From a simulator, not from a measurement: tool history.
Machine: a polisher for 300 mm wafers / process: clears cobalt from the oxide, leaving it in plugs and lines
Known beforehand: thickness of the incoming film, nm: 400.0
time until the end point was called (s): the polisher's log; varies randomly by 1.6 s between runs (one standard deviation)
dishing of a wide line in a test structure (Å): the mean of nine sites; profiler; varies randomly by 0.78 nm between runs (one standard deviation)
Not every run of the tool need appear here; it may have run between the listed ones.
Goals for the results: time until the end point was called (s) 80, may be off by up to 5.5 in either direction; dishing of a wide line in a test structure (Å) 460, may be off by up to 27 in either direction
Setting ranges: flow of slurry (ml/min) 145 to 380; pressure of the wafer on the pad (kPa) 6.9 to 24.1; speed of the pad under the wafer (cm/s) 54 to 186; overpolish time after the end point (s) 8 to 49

run  hour  flow of slurry (ml/min)  pressure of the wafer on the pad (kPa)  speed of the pad under the wafer (cm/s)  overpolish time after the end point (s)  time until the end point was called (s)  dishing of a wide line in a test structure (Å)
  1     0                      245                                    15.2                                      118                                       25                                   51.469                                          528.95
  2   7.5                      245                                    13.1                                      118                                       25                                   57.601                                          517.07
  3  11.8                      245                                    12.4                                      118                                       24                                   59.112                                          492.51
  4  13.1                      245                                    15.2                                      118                                       24                                   52.484                                          538.82
  5    15                      245                                    15.2                                       88                                       24                                   68.501                                          494.65
  6  17.6                      245                                    15.2                                       88                                       14                                   67.289                                          414.18
  7  18.3                      245                                    15.2                                       88                                       15                                   65.643                                          434.88
  8  23.8                      245                                    15.2                                       88                                       16                                   66.814                                          437.47
  9  29.3                      245                                    12.4                                       84                                       28                                   86.019                                          478.77
 10  33.1                      245                                    12.4                                       84                                       27                                   87.278                                          477.86
 11  33.8                      245                                    12.4                                       84                                       26                                   86.149                                             482
 12  36.5                      245                                    12.4                                       84                                       25                                   86.174                                          465.94

Exactly one of the 5 candidate moves below puts every result within its allowed miss. Which one?
  A  39.2                      240                                    11.7                                       74                                       31                                        ?                                               ?
  B  39.2                      195                                    13.1                                       90                                       32                                        ?                                               ?
  C  39.2                      320                                    13.1                                       82                                       23                                        ?                                               ?
  D  39.2                      260                                    12.4                                       76                                       25                                        ?                                               ?
  E  39.2                      235                                    13.1                                      102                                       20                                        ?                                               ?

move  time until the end point was called (s)  dishing of a wide line in a test structure (Å)
   A                                   103.59                                          488.08
   B                                    79.42                                          528.04
   C                                   81.862                                          475.91
   D                                   94.686                                          465.59
   E                                   68.576                                          481.14
A: lands further from the targets than the last run did
B: brings the result that was furthest off to its target, and leaves another outside
C: every result within its allowed miss
D: lands further from the targets than the last run did
E: carries the result that was furthest off beyond its target, to the other side
C meets every target.

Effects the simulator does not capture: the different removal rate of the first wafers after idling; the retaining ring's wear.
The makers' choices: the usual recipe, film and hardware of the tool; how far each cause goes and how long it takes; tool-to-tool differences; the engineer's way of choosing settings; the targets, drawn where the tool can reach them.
